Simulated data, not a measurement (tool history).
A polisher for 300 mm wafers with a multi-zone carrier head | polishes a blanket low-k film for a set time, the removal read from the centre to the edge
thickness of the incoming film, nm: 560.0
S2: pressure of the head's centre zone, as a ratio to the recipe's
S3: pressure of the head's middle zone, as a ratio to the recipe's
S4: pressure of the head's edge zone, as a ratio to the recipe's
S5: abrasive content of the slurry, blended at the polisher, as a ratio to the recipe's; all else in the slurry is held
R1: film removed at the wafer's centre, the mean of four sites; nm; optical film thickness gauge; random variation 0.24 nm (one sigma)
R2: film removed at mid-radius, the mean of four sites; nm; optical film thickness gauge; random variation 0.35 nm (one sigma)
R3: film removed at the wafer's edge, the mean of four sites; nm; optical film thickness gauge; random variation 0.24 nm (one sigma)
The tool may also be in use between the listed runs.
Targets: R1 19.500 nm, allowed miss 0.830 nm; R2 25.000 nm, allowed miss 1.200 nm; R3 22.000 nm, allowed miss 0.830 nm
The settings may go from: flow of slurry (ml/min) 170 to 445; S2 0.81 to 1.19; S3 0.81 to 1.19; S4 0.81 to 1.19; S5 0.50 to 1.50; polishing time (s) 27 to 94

run 1 hour=0.0 | flow_of_slurry_(ml/min)=285 S2=1.00 S3=1.00 S4=1.00 S5=1.00 polishing_time_(s)=60 | R1=37.485 R2=37.666 R3=38.643
run 2 hour=5.8 | flow_of_slurry_(ml/min)=225 S2=1.00 S3=1.00 S4=1.00 S5=1.00 polishing_time_(s)=60 | R1=37.684 R2=37.904 R3=37.767
run 3 hour=9.0 | flow_of_slurry_(ml/min)=225 S2=1.00 S3=1.00 S4=1.00 S5=0.80 polishing_time_(s)=60 | R1=35.499 R2=35.674 R3=34.954
run 4 hour=16.3 | flow_of_slurry_(ml/min)=225 S2=1.00 S3=1.00 S4=0.95 S5=0.80 polishing_time_(s)=60 | R1=34.410 R2=35.285 R3=34.338
run 5 hour=21.8 | flow_of_slurry_(ml/min)=225 S2=0.98 S3=1.01 S4=0.94 S5=0.75 polishing_time_(s)=57 | R1=31.155 R2=32.687 R3=32.497
run 6 hour=27.9 | flow_of_slurry_(ml/min)=225 S2=1.02 S3=1.01 S4=0.94 S5=0.75 polishing_time_(s)=57 | R1=32.944 R2=31.738 R3=31.464
run 7 hour=29.6 | flow_of_slurry_(ml/min)=215 S2=1.00 S3=1.04 S4=0.93 S5=0.70 polishing_time_(s)=54 | R1=29.848 R2=30.346 R3=29.067
run 8 hour=31.9 | flow_of_slurry_(ml/min)=210 S2=0.98 S3=1.06 S4=0.92 S5=0.65 polishing_time_(s)=52 | R1=26.878 R2=29.131 R3=26.869
run 9 hour=38.5 | flow_of_slurry_(ml/min)=210 S2=0.97 S3=1.07 S4=0.92 S5=0.60 polishing_time_(s)=51 | R1=26.104 R2=28.130 R3=25.870
run 10 hour=40.1 | flow_of_slurry_(ml/min)=210 S2=0.95 S3=1.08 S4=0.92 S5=0.60 polishing_time_(s)=50 | R1=23.800 R2=27.197 R3=25.115
run 11 hour=48.0 | flow_of_slurry_(ml/min)=210 S2=0.94 S3=1.09 S4=0.92 S5=0.60 polishing_time_(s)=50 | R1=24.135 R2=27.728 R3=25.095
run 12 hour=55.6 | flow_of_slurry_(ml/min)=210 S2=0.93 S3=1.09 S4=0.92 S5=0.60 polishing_time_(s)=49 | R1=23.727 R2=27.463 R3=24.536
run 13 hour=63.5 | flow_of_slurry_(ml/min)=200 S2=0.83 S3=1.08 S4=0.91 S5=0.50 polishing_time_(s)=46 | R1=18.031 R2=23.978 R3=21.687

Which of these 4 next moves meets every target?
run A hour=71.4 | flow_of_slurry_(ml/min)=180 S2=0.84 S3=1.16 S4=0.83 S5=0.60 polishing_time_(s)=50 | R1=? R2=? R3=?
run B hour=71.4 | flow_of_slurry_(ml/min)=260 S2=0.94 S3=1.04 S4=1.08 S5=0.50 polishing_time_(s)=42 | R1=? R2=? R3=?
run C hour=71.4 | flow_of_slurry_(ml/min)=205 S2=0.83 S3=1.08 S4=0.85 S5=0.80 polishing_time_(s)=41 | R1=? R2=? R3=?
run D hour=71.4 | flow_of_slurry_(ml/min)=190 S2=1.01 S3=1.03 S4=0.86 S5=0.50 polishing_time_(s)=44 | R1=? R2=? R3=?

move=A R1=21.419 R2=28.507 R3=24.130
move=B R1=19.480 R2=21.010 R3=22.004
move=C R1=19.431 R2=24.604 R3=22.344
move=D R1=21.366 R2=21.319 R3=20.328
A: takes the result that was furthest off past its target
B: brings the result that was furthest off to its target, and leaves another outside
C: meets every target
D: takes the result that was furthest off past its target
Answer: C
